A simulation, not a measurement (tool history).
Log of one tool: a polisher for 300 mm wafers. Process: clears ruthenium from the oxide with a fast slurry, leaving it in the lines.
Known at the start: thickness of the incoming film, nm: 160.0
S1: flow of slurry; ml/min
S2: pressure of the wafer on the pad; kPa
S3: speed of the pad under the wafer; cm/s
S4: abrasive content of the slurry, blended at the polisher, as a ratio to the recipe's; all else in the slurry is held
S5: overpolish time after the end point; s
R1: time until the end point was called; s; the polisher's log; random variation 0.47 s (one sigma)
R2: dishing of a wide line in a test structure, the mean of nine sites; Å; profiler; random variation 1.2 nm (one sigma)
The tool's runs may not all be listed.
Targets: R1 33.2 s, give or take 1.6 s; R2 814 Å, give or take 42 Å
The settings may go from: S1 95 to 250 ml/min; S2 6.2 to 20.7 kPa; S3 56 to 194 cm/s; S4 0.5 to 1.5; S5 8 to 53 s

| run | hour | S1 | S2 | S3 | S4 | S5 | R1 | R2 |
|---|---|---|---|---|---|---|---|---|
| 1 | 0 | 160 | 13.1 | 124 | 1 | 27 | 50.428 | 524.07 |
| 2 | 5.7 | 160 | 11.7 | 124 | 1 | 27 | 56.721 | 486.84 |
| 3 | 12.8 | 160 | 11.7 | 124 | 0.85 | 27 | 59.937 | 454.84 |
| 4 | 19.1 | 160 | 12.4 | 124 | 0.85 | 28 | 57.72 | 487.13 |
| 5 | 25.5 | 160 | 12.4 | 148 | 0.85 | 28 | 46.461 | 558.62 |
| 6 | 31.1 | 135 | 12.4 | 148 | 0.85 | 28 | 50.29 | 555.5 |
| 7 | 31.9 | 140 | 13.1 | 148 | 0.85 | 29 | 47.188 | 577.66 |
| 8 | 35 | 145 | 13.8 | 148 | 0.85 | 30 | 44.33 | 612.7 |
| 9 | 38.8 | 150 | 13.8 | 148 | 0.85 | 31 | 44.545 | 631.52 |

Below are 4 possible settings for the next run. Only one of them brings all results inside the allowed miss of their targets. Which is it?
| A | 42.6 | 155 | 15.2 | 168 | 0.85 | 31 | ? | ? |
| B | 42.6 | 135 | 17.2 | 176 | 1 | 25 | ? | ? |
| C | 42.6 | 160 | 17.9 | 160 | 1.05 | 26 | ? | ? |
| D | 42.6 | 185 | 15.9 | 146 | 1.15 | 34 | ? | ? |

| move | R1 | R2 |
|---|---|---|
| A | 35.573 | 714.59 |
| B | 28.893 | 711.54 |
| C | 28.963 | 727.34 |
| D | 33.35 | 782.02 |
A: nearer than the last run, and not there yet
B: pushes the last run's worst result past its target
C: pushes the last run's worst result past its target
D: hits every target within its allowed miss
Go with D: it meets all targets.
